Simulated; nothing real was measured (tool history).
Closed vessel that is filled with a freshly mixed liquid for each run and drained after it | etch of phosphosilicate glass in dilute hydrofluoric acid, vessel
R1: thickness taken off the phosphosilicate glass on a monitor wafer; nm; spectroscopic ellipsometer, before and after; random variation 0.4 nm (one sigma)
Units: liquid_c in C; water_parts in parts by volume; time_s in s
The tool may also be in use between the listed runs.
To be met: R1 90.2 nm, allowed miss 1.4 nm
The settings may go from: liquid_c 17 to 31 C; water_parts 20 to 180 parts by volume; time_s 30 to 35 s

{"run": 1, "hour": 0.0, "liquid_c": 23, "water_parts": 100, "time_s": 35, "R1": 36.158}
{"run": 2, "hour": 8.6, "liquid_c": 24.5, "water_parts": 90, "time_s": 35, "R1": 42.974}
{"run": 3, "hour": 10.9, "liquid_c": 22.5, "water_parts": 90, "time_s": 35, "R1": 40.163}
{"run": 4, "hour": 12.5, "liquid_c": 24.5, "water_parts": 80, "time_s": 35, "R1": 49.51}
{"run": 5, "hour": 13.7, "liquid_c": 26, "water_parts": 75, "time_s": 35, "R1": 55.984}
{"run": 6, "hour": 17.5, "liquid_c": 26, "water_parts": 75, "time_s": 35, "R1": 56.107}
{"run": 7, "hour": 19.2, "liquid_c": 27, "water_parts": 70, "time_s": 35, "R1": 62.937}
{"run": 8, "hour": 20.0, "liquid_c": 28, "water_parts": 65, "time_s": 35, "R1": 71.4}
{"run": 9, "hour": 22.2, "liquid_c": 28.5, "water_parts": 65, "time_s": 35, "R1": 72.697}
{"run": 10, "hour": 28.3, "liquid_c": 29, "water_parts": 65, "time_s": 35, "R1": 74.138}
{"run": 11, "hour": 35.9, "liquid_c": 31, "water_parts": 50, "time_s": 35, "R1": 106.27}
{"run": 12, "hour": 40.9, "liquid_c": 30.5, "water_parts": 50, "time_s": 35, "R1": 104.75}
{"run": 13, "hour": 43.5, "liquid_c": 30, "water_parts": 50, "time_s": 35, "R1": 102.24}
{"run": 14, "hour": 51.9, "liquid_c": 29.5, "water_parts": 50, "time_s": 35, "R1": 100.68}
{"run": 15, "hour": 53.2, "liquid_c": 29, "water_parts": 50, "time_s": 35, "R1": 97.23}
{"run": 16, "hour": 59.8, "liquid_c": 28.5, "water_parts": 50, "time_s": 35, "R1": 96.641}
{"run": 17, "hour": 66.1, "liquid_c": 28, "water_parts": 50, "time_s": 35, "R1": 94.532}
{"run": 18, "hour": 72.8, "liquid_c": 27.5, "water_parts": 50, "time_s": 35, "R1": 92.46}

4 next moves are on the table. One of them brings every result within its allowed miss. Which?
{"run": "A", "hour": 79.5, "liquid_c": 30.5, "water_parts": 55, "time_s": 35, "R1": "?"}
{"run": "B", "hour": 79.5, "liquid_c": 29.5, "water_parts": 55, "time_s": 35, "R1": "?"}
{"run": "C", "hour": 79.5, "liquid_c": 28, "water_parts": 50, "time_s": 35, "R1": "?"}
{"run": "D", "hour": 79.5, "liquid_c": 26.5, "water_parts": 40, "time_s": 30, "R1": "?"}

move=A R1=93.78
move=B R1=90.189
move=C R1=94.191
move=D R1=96.386
A: further off than the last run
B: meets every target
C: further off than the last run
D: further off than the last run
Move B is the one to make.

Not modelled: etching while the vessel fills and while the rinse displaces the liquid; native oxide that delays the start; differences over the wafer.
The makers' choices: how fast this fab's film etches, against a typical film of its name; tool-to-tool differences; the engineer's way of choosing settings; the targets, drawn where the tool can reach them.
